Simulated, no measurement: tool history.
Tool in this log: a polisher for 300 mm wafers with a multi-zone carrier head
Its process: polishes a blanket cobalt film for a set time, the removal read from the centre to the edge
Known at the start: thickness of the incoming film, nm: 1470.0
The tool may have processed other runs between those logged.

run  hour  flow of slurry (ml/min)  pressure of the head's centre zone  pressure of the head's middle zone  pressure of the head's edge zone  polishing time (s)  film removed at the wafer's centre (nm)  film removed at mid-radius (nm)  film removed at the wafer's edge (nm)
  1   0.0                      275                                1.00                                1.00                              1.00                  81                                   391.36                           398.00                                 394.73
  2   6.5                      305                                1.00                                1.00                              1.00                  81                                   395.80                           408.08                                 401.90
  3  13.1                      370                                1.00                                1.00                              1.00                  81                                   405.14                           406.45                                 406.73
  4  18.3                      370                                1.00                                1.00                              1.05                  81                                   402.90                           413.32                                 409.71
  5  25.0                      370                                1.07                                1.00                              1.05                  81                                   425.81                           406.78                                 414.65
  6  28.6                      360                                1.00                                0.94                              1.09                  83                                   412.67                           397.93                                 424.84

Predict the results of run 7:
  7  29.4                      315                                0.90                                0.84                              1.19                  89                                        ?                                ?                                      ?

Run 7 came out at film removed at the wafer's centre (nm) 389.56, film removed at mid-radius (nm) 377.31, film removed at the wafer's edge (nm) 473.76.

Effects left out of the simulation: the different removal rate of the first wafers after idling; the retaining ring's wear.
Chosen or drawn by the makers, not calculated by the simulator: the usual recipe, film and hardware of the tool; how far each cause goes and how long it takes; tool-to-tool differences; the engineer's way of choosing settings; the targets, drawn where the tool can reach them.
